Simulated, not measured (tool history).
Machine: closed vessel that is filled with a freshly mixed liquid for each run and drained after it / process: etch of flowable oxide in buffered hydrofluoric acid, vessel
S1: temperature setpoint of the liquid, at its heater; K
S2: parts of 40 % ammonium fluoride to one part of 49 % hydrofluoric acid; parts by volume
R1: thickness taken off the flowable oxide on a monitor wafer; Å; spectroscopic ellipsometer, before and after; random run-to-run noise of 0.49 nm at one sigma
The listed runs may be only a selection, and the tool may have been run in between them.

{"run": 1, "hour": 0.0, "S1": 297.15, "S2": 12.0, "time in the liquid (s)": 30, "R1": 986.69}
{"run": 2, "hour": 7.1, "S1": 295.15, "S2": 12.0, "time in the liquid (s)": 30, "R1": 886.73}
{"run": 3, "hour": 10.6, "S1": 296.65, "S2": 12.0, "time in the liquid (s)": 30, "R1": 971.57}
{"run": 4, "hour": 13.3, "S1": 296.65, "S2": 13.5, "time in the liquid (s)": 30, "R1": 862.16}
{"run": 5, "hour": 20.3, "S1": 296.65, "S2": 13.5, "time in the liquid (s)": 30, "R1": 858.9}
{"run": 6, "hour": 22.9, "S1": 298.15, "S2": 13.5, "time in the liquid (s)": 30, "R1": 935.31}
{"run": 7, "hour": 24.2, "S1": 299.15, "S2": 13.5, "time in the liquid (s)": 30, "R1": 988.83}
{"hour": 25.9, "done": "hydrofluoric acid flow meter replaced"}
{"run": 8, "hour": 25.9, "S1": 303.15, "S2": 13.5, "time in the liquid (s)": 30, "R1": 1128.4}
{"run": 9, "hour": 33.5, "S1": 303.15, "S2": 13.5, "time in the liquid (s)": 30, "R1": 1129.0}
{"run": 10, "hour": 37.6, "S1": 303.65, "S2": 13.5, "time in the liquid (s)": 30, "R1": 1163.9}
{"run": 11, "hour": 42.5, "S1": 304.15, "S2": 13.5, "time in the liquid (s)": 30, "R1": 1186.5}

Estimate the outcome of run 12 from the log above:
{"run": 12, "hour": 49.3, "S1": 304.65, "S2": 13.5, "time in the liquid (s)": 30, "R1": "?"}

R1: 1227.70 Å

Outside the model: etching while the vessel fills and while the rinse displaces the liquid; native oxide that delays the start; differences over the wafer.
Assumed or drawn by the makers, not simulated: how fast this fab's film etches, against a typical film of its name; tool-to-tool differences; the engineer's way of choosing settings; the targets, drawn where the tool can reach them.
